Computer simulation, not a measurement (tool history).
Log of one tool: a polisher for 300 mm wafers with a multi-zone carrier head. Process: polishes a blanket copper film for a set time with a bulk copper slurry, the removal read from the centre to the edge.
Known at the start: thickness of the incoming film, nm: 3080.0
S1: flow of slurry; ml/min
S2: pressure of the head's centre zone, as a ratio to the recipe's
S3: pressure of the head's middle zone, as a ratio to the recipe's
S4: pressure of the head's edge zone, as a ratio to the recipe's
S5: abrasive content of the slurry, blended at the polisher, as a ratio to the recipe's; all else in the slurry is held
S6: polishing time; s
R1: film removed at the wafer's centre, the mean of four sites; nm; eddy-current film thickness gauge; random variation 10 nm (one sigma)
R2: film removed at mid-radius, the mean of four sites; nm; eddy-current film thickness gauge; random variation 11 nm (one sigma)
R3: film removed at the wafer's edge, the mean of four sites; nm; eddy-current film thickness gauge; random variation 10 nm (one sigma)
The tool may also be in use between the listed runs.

| run | hour | S1 | S2 | S3 | S4 | S5 | S6 | R1 | R2 | R3 |
|---|---|---|---|---|---|---|---|---|---|---|
| 1 | 0 | 215 | 1 | 1 | 1 | 1 | 71 | 911.41 | 912.2 | 921.57 |
| 2 | 7.2 | 215 | 1 | 1 | 1 | 1 | 89 | 1138.4 | 1120.1 | 1157 |
| 3 | 9.5 | 215 | 1 | 1 | 1.08 | 1 | 89 | 1137.6 | 1148 | 1195.1 |
| 4 | 16.4 | 245 | 1 | 1 | 1.08 | 1 | 89 | 1144.3 | 1150.9 | 1204.1 |
| 5 | 17.5 | 245 | 0.98 | 1.01 | 1.06 | 0.95 | 89 | 1148.4 | 1151 | 1190.9 |
| 6 | 24.1 | 245 | 0.98 | 1.01 | 1.02 | 0.95 | 89 | 1140.8 | 1144.9 | 1169.3 |
| 7 | 30 | 240 | 0.95 | 1.01 | 1.01 | 0.9 | 89 | 1089.2 | 1118.7 | 1149.1 |
| 8 | 37.4 | 235 | 0.94 | 1.02 | 1 | 0.9 | 89 | 1060 | 1153.5 | 1118.4 |

Forecast run 9:
| 9 | 44.5 | 225 | 0.93 | 1.01 | 1 | 0.9 | 89 | ? | ? | ? |

{"run 9": {"R1": 1074.7, "R2": 1132.7, "R3": 1119.9}}
